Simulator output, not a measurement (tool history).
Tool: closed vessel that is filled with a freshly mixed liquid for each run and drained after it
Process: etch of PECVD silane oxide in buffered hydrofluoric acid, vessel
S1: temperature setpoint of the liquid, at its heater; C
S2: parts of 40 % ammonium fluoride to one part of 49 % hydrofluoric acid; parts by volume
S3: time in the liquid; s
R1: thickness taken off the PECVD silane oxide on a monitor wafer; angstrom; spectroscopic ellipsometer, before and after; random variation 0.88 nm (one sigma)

{"run": 1, "hour": 0.0, "S1": 22, "S2": 14, "S3": 85, "R1": 1749.7}
{"run": 2, "hour": 8.7, "S1": 20.5, "S2": 15.5, "S3": 85, "R1": 1445.7}
{"run": 3, "hour": 15.2, "S1": 19, "S2": 15.5, "S3": 85, "R1": 1338.9}
{"run": 4, "hour": 23.7, "S1": 19, "S2": 15.5, "S3": 85, "R1": 1315.8}
{"run": 5, "hour": 25.7, "S1": 22.5, "S2": 15.5, "S3": 85, "R1": 1624.5}
{"run": 6, "hour": 31.2, "S1": 22.5, "S2": 15.5, "S3": 85, "R1": 1625.6}
{"run": 7, "hour": 37.2, "S1": 21, "S2": 16.5, "S3": 85, "R1": 1403.7}
{"run": 8, "hour": 43.6, "S1": 20, "S2": 17.5, "S3": 85, "R1": 1261.9}

Forecast run 9:
{"hour": 47.8, "done": "thermometer replaced"}
{"run": 9, "hour": 47.8, "S1": 19, "S2": 18.5, "S3": 85, "R1": "?"}

Run 9 gave R1 1059.1 angstrom.

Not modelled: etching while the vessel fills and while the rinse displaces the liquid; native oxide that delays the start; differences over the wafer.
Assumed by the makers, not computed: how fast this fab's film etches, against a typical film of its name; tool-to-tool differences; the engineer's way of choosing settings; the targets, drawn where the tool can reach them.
